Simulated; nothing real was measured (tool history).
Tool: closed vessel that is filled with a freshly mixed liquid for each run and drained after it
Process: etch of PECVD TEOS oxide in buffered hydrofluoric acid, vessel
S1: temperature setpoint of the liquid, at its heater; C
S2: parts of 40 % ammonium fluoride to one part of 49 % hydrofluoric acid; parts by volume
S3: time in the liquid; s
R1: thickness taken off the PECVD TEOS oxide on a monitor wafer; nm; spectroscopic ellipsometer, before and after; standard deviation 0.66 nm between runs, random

| run | hour | S1 | S2 | S3 | R1 |
|---|---|---|---|---|---|
| 1 | 0 | 22 | 14 | 85 | 110.49 |
| 2 | 3.1 | 22 | 14 | 85 | 110.74 |
| 3 | 8.4 | 21.5 | 14 | 85 | 107.28 |
| 4 | 17.3 | 21 | 14 | 85 | 105.79 |
| 5 | 21.2 | 20.5 | 14 | 85 | 100.67 |
| 6 | 24.5 | 20.5 | 17.5 | 85 | 82.863 |
| 7 | 32.7 | 21 | 17.5 | 85 | 83.679 |

Run 8 comes next. What will it give?
| 8 | 33.5 | 21.5 | 17.5 | 85 | ? |

{"run 8": {"R1": 87.263}}
